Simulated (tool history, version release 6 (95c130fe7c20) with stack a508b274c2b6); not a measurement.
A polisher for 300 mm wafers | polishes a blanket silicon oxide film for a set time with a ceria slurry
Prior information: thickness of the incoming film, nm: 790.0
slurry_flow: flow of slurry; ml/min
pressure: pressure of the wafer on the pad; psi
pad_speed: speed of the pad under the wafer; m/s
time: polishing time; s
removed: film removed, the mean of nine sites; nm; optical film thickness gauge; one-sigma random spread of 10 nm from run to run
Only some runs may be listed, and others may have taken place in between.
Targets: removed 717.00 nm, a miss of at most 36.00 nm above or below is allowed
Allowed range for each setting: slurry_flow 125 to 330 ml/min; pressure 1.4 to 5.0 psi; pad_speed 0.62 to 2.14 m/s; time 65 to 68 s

run	hour	slurry_flow	pressure	pad_speed	time	removed
1	0.0	210	3.2	1.38	65	401.19
2	7.7	210	3.2	1.60	65	472.92
3	14.4	210	3.2	1.82	65	523.98
4	19.2	255	3.2	1.82	65	538.00
5	24.9	255	3.4	1.82	65	563.92
6	26.1	255	2.7	1.82	65	472.00
7	27.9	255	3.6	1.90	65	610.92
8	33.6	255	3.7	1.90	65	634.59
9	41.3	255	3.8	1.90	65	639.06

Which of these 5 next moves meets every target?
A	49.0	230	4.2	1.62	67	?
B	49.0	255	3.7	1.64	65	?
C	49.0	250	3.8	1.64	65	?
D	49.0	265	4.7	1.82	65	?
E	49.0	250	3.9	1.82	65	?

move	removed
A	620.06
B	555.19
C	566.08
D	749.60
E	639.84
A: lands further from the targets than the last run did
B: lands further from the targets than the last run did
C: lands further from the targets than the last run did
D: all results land within tolerance of their targets
E: no nearer and no further than the last run
Answer: D
